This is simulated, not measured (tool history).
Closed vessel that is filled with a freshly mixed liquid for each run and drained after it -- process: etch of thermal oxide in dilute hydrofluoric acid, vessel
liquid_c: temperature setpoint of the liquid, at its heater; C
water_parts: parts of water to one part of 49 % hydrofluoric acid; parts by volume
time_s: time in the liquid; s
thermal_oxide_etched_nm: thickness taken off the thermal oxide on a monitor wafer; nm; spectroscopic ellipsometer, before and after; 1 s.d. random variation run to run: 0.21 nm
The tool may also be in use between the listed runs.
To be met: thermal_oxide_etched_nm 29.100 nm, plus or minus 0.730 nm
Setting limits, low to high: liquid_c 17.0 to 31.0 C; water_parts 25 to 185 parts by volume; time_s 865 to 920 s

{"run": 1, "hour": 0.0, "liquid_c": 23.0, "water_parts": 105, "time_s": 865, "thermal_oxide_etched_nm": 40.621}
{"run": 2, "hour": 2.2, "liquid_c": 23.0, "water_parts": 105, "time_s": 865, "thermal_oxide_etched_nm": 40.634}
{"run": 3, "hour": 3.7, "liquid_c": 23.0, "water_parts": 105, "time_s": 865, "thermal_oxide_etched_nm": 40.642}
{"run": 4, "hour": 11.1, "liquid_c": 21.5, "water_parts": 110, "time_s": 865, "thermal_oxide_etched_nm": 36.074}
{"run": 5, "hour": 11.9, "liquid_c": 21.5, "water_parts": 95, "time_s": 865, "thermal_oxide_etched_nm": 42.945}
{"run": 6, "hour": 13.5, "liquid_c": 21.5, "water_parts": 95, "time_s": 920, "thermal_oxide_etched_nm": 45.43}
{"run": 7, "hour": 22.5, "liquid_c": 20.5, "water_parts": 100, "time_s": 920, "thermal_oxide_etched_nm": 41.422}
{"run": 8, "hour": 28.9, "liquid_c": 19.5, "water_parts": 105, "time_s": 920, "thermal_oxide_etched_nm": 37.501}
{"run": 9, "hour": 33.4, "liquid_c": 19.0, "water_parts": 110, "time_s": 920, "thermal_oxide_etched_nm": 35.213}
{"run": 10, "hour": 42.0, "liquid_c": 18.5, "water_parts": 115, "time_s": 920, "thermal_oxide_etched_nm": 32.434}

Exercise: of the 4 proposed moves below, exactly one satisfies all targets within the stated allowed misses. Which move is it?
{"run": "A", "hour": 50.6, "liquid_c": 19.0, "water_parts": 100, "time_s": 920, "thermal_oxide_etched_nm": "?"}
{"run": "B", "hour": 50.6, "liquid_c": 17.5, "water_parts": 105, "time_s": 920, "thermal_oxide_etched_nm": "?"}
{"run": "C", "hour": 50.6, "liquid_c": 18.5, "water_parts": 100, "time_s": 895, "thermal_oxide_etched_nm": "?"}
{"run": "D", "hour": 50.6, "liquid_c": 18.5, "water_parts": 125, "time_s": 895, "thermal_oxide_etched_nm": "?"}

move=A thermal_oxide_etched_nm=38.638
move=B thermal_oxide_etched_nm=34.385
move=C thermal_oxide_etched_nm=36.815
move=D thermal_oxide_etched_nm=28.684
A: the biggest miss grows against the last run
B: the biggest miss grows against the last run
C: the biggest miss grows against the last run
D: all results in spec
D meets every target.
